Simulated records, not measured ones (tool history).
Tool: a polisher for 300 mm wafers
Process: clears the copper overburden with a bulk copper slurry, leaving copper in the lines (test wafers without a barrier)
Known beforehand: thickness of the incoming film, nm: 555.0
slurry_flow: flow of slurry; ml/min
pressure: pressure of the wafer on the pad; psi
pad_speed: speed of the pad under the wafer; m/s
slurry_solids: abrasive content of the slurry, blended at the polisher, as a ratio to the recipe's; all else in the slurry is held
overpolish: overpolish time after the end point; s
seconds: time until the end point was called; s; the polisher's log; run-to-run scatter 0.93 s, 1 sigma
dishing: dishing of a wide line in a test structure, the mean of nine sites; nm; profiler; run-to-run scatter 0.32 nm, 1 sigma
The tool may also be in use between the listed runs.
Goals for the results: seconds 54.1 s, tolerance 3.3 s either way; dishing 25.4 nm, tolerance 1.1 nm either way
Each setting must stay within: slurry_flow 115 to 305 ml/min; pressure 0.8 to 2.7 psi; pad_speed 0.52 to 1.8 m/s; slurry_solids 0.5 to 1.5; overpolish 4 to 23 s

{"run": 1, "hour": 0.0, "slurry_flow": 195, "pressure": 1.7, "pad_speed": 1.16, "slurry_solids": 1, "overpolish": 12, "seconds": 85.774, "dishing": 32.871}
{"run": 2, "hour": 8.3, "slurry_flow": 175, "pressure": 1.7, "pad_speed": 1.16, "slurry_solids": 1, "overpolish": 12, "seconds": 84.792, "dishing": 32.834}
{"run": 3, "hour": 11.6, "slurry_flow": 175, "pressure": 1.7, "pad_speed": 1, "slurry_solids": 1, "overpolish": 12, "seconds": 98.578, "dishing": 30.072}
{"run": 4, "hour": 13.3, "slurry_flow": 165, "pressure": 1.7, "pad_speed": 1.08, "slurry_solids": 1.1, "overpolish": 10, "seconds": 90.389, "dishing": 28.737}
{"run": 5, "hour": 14.9, "slurry_flow": 165, "pressure": 1.7, "pad_speed": 1.08, "slurry_solids": 1.1, "overpolish": 14, "seconds": 88.41, "dishing": 33.973}
{"run": 6, "hour": 22.8, "slurry_flow": 155, "pressure": 1.7, "pad_speed": 1.16, "slurry_solids": 1.2, "overpolish": 12, "seconds": 85.285, "dishing": 32.85}
{"run": 7, "hour": 31.5, "slurry_flow": 145, "pressure": 1.8, "pad_speed": 1.16, "slurry_solids": 1.05, "overpolish": 10, "seconds": 80.487, "dishing": 29.968}
{"run": 8, "hour": 36.0, "slurry_flow": 140, "pressure": 1.9, "pad_speed": 1.16, "slurry_solids": 0.95, "overpolish": 9, "seconds": 80.476, "dishing": 28.677}
{"run": 9, "hour": 42.0, "slurry_flow": 135, "pressure": 2, "pad_speed": 1.2, "slurry_solids": 0.85, "overpolish": 8, "seconds": 77, "dishing": 26.813}
{"hour": 50.4, "done": "head pressure recalibrated"}
{"run": 10, "hour": 50.4, "slurry_flow": 130, "pressure": 2.1, "pad_speed": 1.22, "slurry_solids": 0.8, "overpolish": 7, "seconds": 81.836, "dishing": 24.818}
{"run": 11, "hour": 54.1, "slurry_flow": 125, "pressure": 2.2, "pad_speed": 1.32, "slurry_solids": 0.75, "overpolish": 6, "seconds": 74.752, "dishing": 22.673}
{"run": 12, "hour": 59.0, "slurry_flow": 125, "pressure": 2.3, "pad_speed": 1.36, "slurry_solids": 0.75, "overpolish": 6, "seconds": 72.778, "dishing": 24.392}

Next run, 5 choices. One meets every target within its allowed miss, the rest don't. Which?
{"run": "A", "hour": 63.9, "slurry_flow": 115, "pressure": 2.6, "pad_speed": 1.6, "slurry_solids": 0.8, "overpolish": 5, "seconds": "?", "dishing": "?"}
{"run": "B", "hour": 63.9, "slurry_flow": 135, "pressure": 2.2, "pad_speed": 1.08, "slurry_solids": 0.75, "overpolish": 7, "seconds": "?", "dishing": "?"}
{"run": "C", "hour": 63.9, "slurry_flow": 165, "pressure": 2, "pad_speed": 1.12, "slurry_solids": 0.55, "overpolish": 8, "seconds": "?", "dishing": "?"}
{"run": "D", "hour": 63.9, "slurry_flow": 115, "pressure": 2.4, "pad_speed": 1.38, "slurry_solids": 0.9, "overpolish": 7, "seconds": "?", "dishing": "?"}
{"run": "E", "hour": 63.9, "slurry_flow": 115, "pressure": 2.6, "pad_speed": 1.46, "slurry_solids": 0.6, "overpolish": 7, "seconds": "?", "dishing": "?"}

move=A seconds=55.39 dishing=25.332
move=B seconds=91.925 dishing=22.287
move=C seconds=100.37 dishing=22.902
move=D seconds=66.165 dishing=27.971
move=E seconds=64.934 dishing=28.455
A: hits every target within its allowed miss
B: further off than the last run
C: further off than the last run
D: closer than the last run, but not yet in spec
E: closer than the last run, but not yet in spec
The move that meets every target is A.
